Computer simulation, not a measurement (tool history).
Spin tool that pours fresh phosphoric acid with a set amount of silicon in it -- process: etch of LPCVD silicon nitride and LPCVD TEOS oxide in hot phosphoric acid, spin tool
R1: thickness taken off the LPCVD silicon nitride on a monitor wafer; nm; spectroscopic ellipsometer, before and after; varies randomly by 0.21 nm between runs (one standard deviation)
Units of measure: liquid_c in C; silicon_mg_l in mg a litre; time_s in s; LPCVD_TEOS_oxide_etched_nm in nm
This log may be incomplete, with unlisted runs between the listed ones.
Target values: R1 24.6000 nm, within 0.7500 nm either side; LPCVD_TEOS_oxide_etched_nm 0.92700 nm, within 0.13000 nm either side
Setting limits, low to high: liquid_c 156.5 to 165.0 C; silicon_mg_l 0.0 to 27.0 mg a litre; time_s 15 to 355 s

{"run": 1, "hour": 0.0, "liquid_c": 160.0, "silicon_mg_l": 12.0, "time_s": 180, "R1": 13.698, "LPCVD_TEOS_oxide_etched_nm": 0.62926}
{"run": 2, "hour": 2.4, "liquid_c": 160.0, "silicon_mg_l": 12.0, "time_s": 140, "R1": 10.318, "LPCVD_TEOS_oxide_etched_nm": 0.4714}
{"run": 3, "hour": 3.5, "liquid_c": 160.0, "silicon_mg_l": 12.0, "time_s": 85, "R1": 6.4768, "LPCVD_TEOS_oxide_etched_nm": 0.29026}
{"run": 4, "hour": 9.9, "liquid_c": 160.0, "silicon_mg_l": 12.0, "time_s": 45, "R1": 3.3388, "LPCVD_TEOS_oxide_etched_nm": 0.15684}
{"run": 5, "hour": 11.8, "liquid_c": 158.0, "silicon_mg_l": 12.0, "time_s": 45, "R1": 3.1216, "LPCVD_TEOS_oxide_etched_nm": 0.1341}
{"run": 6, "hour": 16.5, "liquid_c": 158.0, "silicon_mg_l": 12.0, "time_s": 120, "R1": 8.3096, "LPCVD_TEOS_oxide_etched_nm": 0.36447}
{"run": 7, "hour": 24.7, "liquid_c": 160.5, "silicon_mg_l": 19.5, "time_s": 210, "R1": 16.158, "LPCVD_TEOS_oxide_etched_nm": 0.59686}
{"run": 8, "hour": 26.5, "liquid_c": 160.5, "silicon_mg_l": 19.5, "time_s": 210, "R1": 16.084, "LPCVD_TEOS_oxide_etched_nm": 0.62305}
{"run": 9, "hour": 34.8, "liquid_c": 159.0, "silicon_mg_l": 18.0, "time_s": 225, "R1": 16.075, "LPCVD_TEOS_oxide_etched_nm": 0.63572}
{"run": 10, "hour": 40.6, "liquid_c": 160.5, "silicon_mg_l": 19.0, "time_s": 230, "R1": 17.52, "LPCVD_TEOS_oxide_etched_nm": 0.6806}
{"run": 11, "hour": 42.4, "liquid_c": 161.5, "silicon_mg_l": 20.0, "time_s": 240, "R1": 19.004, "LPCVD_TEOS_oxide_etched_nm": 0.7648}
{"run": 12, "hour": 43.0, "liquid_c": 162.5, "silicon_mg_l": 26.0, "time_s": 290, "R1": 23.713, "LPCVD_TEOS_oxide_etched_nm": 0.79624}

5 candidate next runs follow, results not yet known. Just one meets every target within its allowed miss. Identify it.
{"run": "A", "hour": 43.6, "liquid_c": 162.0, "silicon_mg_l": 25.5, "time_s": 280, "R1": "?", "LPCVD_TEOS_oxide_etched_nm": "?"}
{"run": "B", "hour": 43.6, "liquid_c": 162.5, "silicon_mg_l": 12.5, "time_s": 320, "R1": "?", "LPCVD_TEOS_oxide_etched_nm": "?"}
{"run": "C", "hour": 43.6, "liquid_c": 162.5, "silicon_mg_l": 23.5, "time_s": 300, "R1": "?", "LPCVD_TEOS_oxide_etched_nm": "?"}
{"run": "D", "hour": 43.6, "liquid_c": 164.5, "silicon_mg_l": 19.5, "time_s": 300, "R1": "?", "LPCVD_TEOS_oxide_etched_nm": "?"}
{"run": "E", "hour": 43.6, "liquid_c": 163.0, "silicon_mg_l": 27.0, "time_s": 325, "R1": "?", "LPCVD_TEOS_oxide_etched_nm": "?"}

move=A R1=22.6740 LPCVD_TEOS_oxide_etched_nm=0.82363
move=B R1=26.3470 LPCVD_TEOS_oxide_etched_nm=1.40680
move=C R1=24.7000 LPCVD_TEOS_oxide_etched_nm=0.97749
move=D R1=26.3880 LPCVD_TEOS_oxide_etched_nm=1.27460
move=E R1=27.2060 LPCVD_TEOS_oxide_etched_nm=0.97635
A: moves away from the targets compared with the last run
B: pushes the last run's worst result past its target
C: all results land within tolerance of their targets
D: pushes the last run's worst result past its target
E: pushes the last run's worst result past its target
C is the move that brings every result within its allowed miss.

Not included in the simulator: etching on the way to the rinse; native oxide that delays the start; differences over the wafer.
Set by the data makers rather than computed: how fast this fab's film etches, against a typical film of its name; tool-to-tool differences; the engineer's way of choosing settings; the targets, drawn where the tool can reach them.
